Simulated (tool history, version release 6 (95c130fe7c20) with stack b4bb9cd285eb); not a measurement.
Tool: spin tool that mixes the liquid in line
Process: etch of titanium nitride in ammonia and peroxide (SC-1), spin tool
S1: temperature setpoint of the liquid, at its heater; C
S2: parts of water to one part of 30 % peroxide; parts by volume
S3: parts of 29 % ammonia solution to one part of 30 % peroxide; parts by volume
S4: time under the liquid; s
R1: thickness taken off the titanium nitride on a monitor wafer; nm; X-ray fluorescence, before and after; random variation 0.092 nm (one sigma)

run,day,S1,S2,S3,S4,R1
1,0,62,16,0.55,250,15.031
2,0.121,61,16,0.55,250,14.211
3,0.154,61,16,0.75,250,14.862
4,0.508,64.5,16,0.75,250,18.71
5,0.808,63,16,0.75,250,17.178
6,0.962,61.5,16,0.75,250,15.529
7,1.225,60.5,16,0.75,250,14.514

Run 8 comes next. What will it give?
8,1.312,54,16,0.75,250,?

Run 8 gave R1 9.2204 nm.
